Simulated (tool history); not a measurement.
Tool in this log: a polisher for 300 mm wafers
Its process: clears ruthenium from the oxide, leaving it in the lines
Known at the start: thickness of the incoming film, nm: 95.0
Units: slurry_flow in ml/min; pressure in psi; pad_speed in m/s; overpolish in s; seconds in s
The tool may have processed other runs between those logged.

run    day  slurry_flow  pressure  pad_speed  overpolish  seconds
  1  0.000          185       1.3       1.14          10   107.95
  2  0.279          185       1.3       1.14          10   105.52
  3  0.354          185       1.1       1.14          10   118.88
  4  0.712          185       1.1       1.14          10   118.79
  5  0.875          185       1.3       1.16          10   109.90
  6  0.967          185       1.3       1.00          10   122.67
  7  0.996          185       1.4       1.06          10   111.75

What does the tool deliver on the next run?
  8  1.367          185       1.5       1.12          10        ?

seconds: 100.94 s
